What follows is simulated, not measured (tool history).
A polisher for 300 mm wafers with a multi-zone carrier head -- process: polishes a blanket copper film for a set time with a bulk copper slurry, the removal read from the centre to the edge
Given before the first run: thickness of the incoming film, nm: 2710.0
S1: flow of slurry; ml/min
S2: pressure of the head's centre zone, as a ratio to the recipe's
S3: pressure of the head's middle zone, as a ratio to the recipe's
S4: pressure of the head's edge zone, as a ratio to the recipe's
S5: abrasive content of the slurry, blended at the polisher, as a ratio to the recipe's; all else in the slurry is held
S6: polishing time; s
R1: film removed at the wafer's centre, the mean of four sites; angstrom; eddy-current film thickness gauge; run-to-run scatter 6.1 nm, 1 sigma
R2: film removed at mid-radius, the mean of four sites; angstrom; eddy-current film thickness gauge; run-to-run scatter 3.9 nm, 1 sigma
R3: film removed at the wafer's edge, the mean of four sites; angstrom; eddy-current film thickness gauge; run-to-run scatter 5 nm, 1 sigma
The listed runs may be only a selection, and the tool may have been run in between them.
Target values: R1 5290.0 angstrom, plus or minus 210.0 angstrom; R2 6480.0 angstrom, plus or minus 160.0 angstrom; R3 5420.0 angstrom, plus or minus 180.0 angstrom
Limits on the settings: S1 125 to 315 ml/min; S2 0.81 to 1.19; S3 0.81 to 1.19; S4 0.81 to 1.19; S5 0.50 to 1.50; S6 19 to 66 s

run 1 day=0.000 | S1=205 S2=1.00 S3=1.00 S4=1.00 S5=1.00 S6=42 | R1=4664.3 R2=4734.1 R3=4738.5
run 2 day=0.292 | S1=250 S2=1.00 S3=1.00 S4=1.00 S5=1.00 S6=42 | R1=4944.8 R2=4878.4 R3=4861.5
run 3 day=0.538 | S1=250 S2=1.00 S3=1.00 S4=1.00 S5=1.00 S6=33 | R1=3783.5 R2=3877.4 R3=3774.4
run 4 day=0.654 | S1=205 S2=1.00 S3=1.00 S4=1.00 S5=1.00 S6=33 | R1=3695.0 R2=3711.0 R3=3767.0
run 5 day=0.933 | S1=220 S2=1.00 S3=1.04 S4=1.01 S5=1.10 S6=35 | R1=4045.6 R2=4194.3 R3=4018.9
run 6 day=1.133 | S1=220 S2=1.00 S3=1.04 S4=1.05 S5=1.10 S6=35 | R1=4056.0 R2=4242.3 R3=4148.8
run 7 day=1.158 | S1=230 S2=0.99 S3=1.07 S4=1.07 S5=1.20 S6=36 | R1=4256.1 R2=4595.1 R3=4303.5
run 8 day=1.467 | S1=235 S2=0.98 S3=1.09 S4=1.09 S5=1.25 S6=37 | R1=4288.6 R2=4832.5 R3=4559.2
run 9 day=1.742 | S1=245 S2=0.98 S3=1.11 S4=1.09 S5=1.30 S6=38 | R1=4505.1 R2=5103.3 R3=4766.3
run 10 day=1.875 | S1=255 S2=0.97 S3=1.13 S4=1.06 S5=1.35 S6=39 | R1=4641.7 R2=5364.6 R3=4910.5
run 11 day=1.988 | S1=265 S2=0.96 S3=1.14 S4=1.02 S5=1.40 S6=40 | R1=4816.2 R2=5596.9 R3=4913.9
run 12 day=2.354 | S1=270 S2=0.96 S3=1.15 S4=1.02 S5=1.40 S6=41 | R1=4936.6 R2=5802.5 R3=5120.3

Exercise: of the 5 proposed moves below, exactly one satisfies all targets within the stated allowed misses. Which move is it?
run A day=2.721 | S1=315 S2=1.01 S3=1.19 S4=0.95 S5=1.45 S6=41 | R1=? R2=? R3=?
run B day=2.721 | S1=245 S2=0.88 S3=1.19 S4=1.00 S5=1.20 S6=46 | R1=? R2=? R3=?
run C day=2.721 | S1=285 S2=0.93 S3=1.19 S4=0.95 S5=1.45 S6=44 | R1=? R2=? R3=?
run D day=2.721 | S1=260 S2=0.97 S3=1.19 S4=0.97 S5=1.40 S6=41 | R1=? R2=? R3=?
run E day=2.721 | S1=250 S2=0.99 S3=1.14 S4=1.07 S5=1.50 S6=43 | R1=? R2=? R3=?

move=A R1=5241.3 R2=6075.4 R3=5079.2
move=B R1=4916.1 R2=6385.0 R3=5481.6
move=C R1=5205.1 R2=6457.0 R3=5409.3
move=D R1=4924.7 R2=5911.4 R3=5006.4
move=E R1=5296.2 R2=6030.0 R3=5526.6
A: gains on the last run, yet a result remains outside its allowed miss
B: brings the result that was furthest off to its target, and leaves another outside
C: every result within its allowed miss
D: gains on the last run, yet a result remains outside its allowed miss
E: gains on the last run, yet a result remains outside its allowed miss
Move C is the one to make.
